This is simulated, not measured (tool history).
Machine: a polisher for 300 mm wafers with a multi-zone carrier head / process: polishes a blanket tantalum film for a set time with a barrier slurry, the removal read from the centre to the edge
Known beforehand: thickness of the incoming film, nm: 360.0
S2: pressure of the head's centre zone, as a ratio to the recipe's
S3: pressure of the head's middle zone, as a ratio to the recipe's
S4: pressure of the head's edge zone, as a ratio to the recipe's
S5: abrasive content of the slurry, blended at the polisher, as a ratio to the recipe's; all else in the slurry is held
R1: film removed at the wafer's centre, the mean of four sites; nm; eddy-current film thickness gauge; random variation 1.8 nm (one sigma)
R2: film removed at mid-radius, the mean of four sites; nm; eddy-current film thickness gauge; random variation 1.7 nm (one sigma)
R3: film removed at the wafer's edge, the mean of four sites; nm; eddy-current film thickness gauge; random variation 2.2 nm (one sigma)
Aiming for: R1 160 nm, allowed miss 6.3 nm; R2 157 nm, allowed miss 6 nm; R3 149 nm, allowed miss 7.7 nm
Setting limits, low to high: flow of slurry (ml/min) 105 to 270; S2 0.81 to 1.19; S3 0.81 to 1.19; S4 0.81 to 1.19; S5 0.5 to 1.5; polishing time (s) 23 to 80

run 1 hour=0 | flow_of_slurry_(ml/min)=175 S2=1 S3=1 S4=1 S5=1 polishing_time_(s)=51 | R1=134.03 R2=122.69 R3=118.03
run 2 hour=4.8 | flow_of_slurry_(ml/min)=175 S2=1 S3=1 S4=1 S5=1 polishing_time_(s)=46 | R1=123.81 R2=109.18 R3=107.13
run 3 hour=13.8 | flow_of_slurry_(ml/min)=175 S2=1 S3=1 S4=1.07 S5=1 polishing_time_(s)=46 | R1=122.04 R2=108.27 R3=112.33
run 4 hour=21.9 | flow_of_slurry_(ml/min)=175 S2=1 S3=0.94 S4=1.07 S5=1 polishing_time_(s)=46 | R1=121.67 R2=104.35 R3=114.01
run 5 hour=29.8 | flow_of_slurry_(ml/min)=180 S2=1 S3=0.98 S4=1.08 S5=1.1 polishing_time_(s)=47 | R1=131.76 R2=113.31 R3=120.62
run 6 hour=33.2 | flow_of_slurry_(ml/min)=185 S2=0.98 S3=1.02 S4=1.09 S5=1.2 polishing_time_(s)=48 | R1=132.81 R2=122.14 R3=123.9
-- hour=36.4 centre zone pressure recalibrated
run 7 hour=36.4 | flow_of_slurry_(ml/min)=200 S2=1 S3=1.1 S4=1.15 S5=1.45 polishing_time_(s)=55 | R1=150.25 R2=154.61 R3=152.49
run 8 hour=38 | flow_of_slurry_(ml/min)=205 S2=1.01 S3=1.1 S4=1.14 S5=1.45 polishing_time_(s)=55 | R1=151.58 R2=158.45 R3=151.12
run 9 hour=40.7 | flow_of_slurry_(ml/min)=205 S2=1.02 S3=1.09 S4=1.14 S5=1.45 polishing_time_(s)=55 | R1=151.21 R2=154.98 R3=152.28

4 next moves are on the table. One of them brings every result within its allowed miss. Which?
run A hour=43.4 | flow_of_slurry_(ml/min)=195 S2=1.18 S3=1.09 S4=0.81 S5=1.05 polishing_time_(s)=60 | R1=? R2=? R3=?
run B hour=43.4 | flow_of_slurry_(ml/min)=125 S2=1.05 S3=1.06 S4=0.98 S5=1.3 polishing_time_(s)=64 | R1=? R2=? R3=?
run C hour=43.4 | flow_of_slurry_(ml/min)=195 S2=1.13 S3=1.08 S4=1.07 S5=1.25 polishing_time_(s)=58 | R1=? R2=? R3=?
run D hour=43.4 | flow_of_slurry_(ml/min)=210 S2=1.18 S3=1.19 S4=0.84 S5=1.1 polishing_time_(s)=57 | R1=? R2=? R3=?

move=A R1=177.22 R2=155.24 R3=130.83
move=B R1=159.62 R2=155.29 R3=149.75
move=C R1=170.12 R2=154.42 R3=149.41
move=D R1=172.24 R2=162.39 R3=128.41
A: the result that was furthest off in the last run now lies on the other side of its target
B: all results in spec
C: the result that was furthest off in the last run now lies on the other side of its target
D: the result that was furthest off in the last run now lies on the other side of its target
The move that meets every target is B.
